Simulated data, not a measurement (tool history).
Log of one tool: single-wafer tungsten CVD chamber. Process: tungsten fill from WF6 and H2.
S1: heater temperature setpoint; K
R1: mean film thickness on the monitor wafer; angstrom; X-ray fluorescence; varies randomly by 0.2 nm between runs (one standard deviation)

{"run": 1, "day": 0.0, "S1": 653.15, "chamber pressure (mTorr)": 49300, "deposition time (s)": 20.6, "R1": 482.58}
{"run": 2, "day": 0.208, "S1": 653.15, "chamber pressure (mTorr)": 49300, "deposition time (s)": 20.6, "R1": 484.38}
{"run": 3, "day": 0.321, "S1": 651.15, "chamber pressure (mTorr)": 49100, "deposition time (s)": 20.6, "R1": 457.25}
{"run": 4, "day": 0.571, "S1": 655.15, "chamber pressure (mTorr)": 49100, "deposition time (s)": 20.6, "R1": 504.14}
{"run": 5, "day": 0.717, "S1": 655.15, "chamber pressure (mTorr)": 49100, "deposition time (s)": 20.6, "R1": 503.15}
{"run": 6, "day": 0.912, "S1": 655.15, "chamber pressure (mTorr)": 42300, "deposition time (s)": 20.6, "R1": 477.09}
{"run": 7, "day": 0.983, "S1": 653.15, "chamber pressure (mTorr)": 42100, "deposition time (s)": 20.6, "R1": 456.57}
{"run": 8, "day": 1.038, "S1": 651.15, "chamber pressure (mTorr)": 42000, "deposition time (s)": 20.6, "R1": 432.55}
{"run": 9, "day": 1.288, "S1": 650.15, "chamber pressure (mTorr)": 41900, "deposition time (s)": 20.6, "R1": 420.07}

What does the tool deliver on the next run?
{"run": 10, "day": 1.562, "S1": 643.15, "chamber pressure (mTorr)": 41500, "deposition time (s)": 20.6, "R1": "?"}

Run 10 came out at R1 354.07 angstrom.
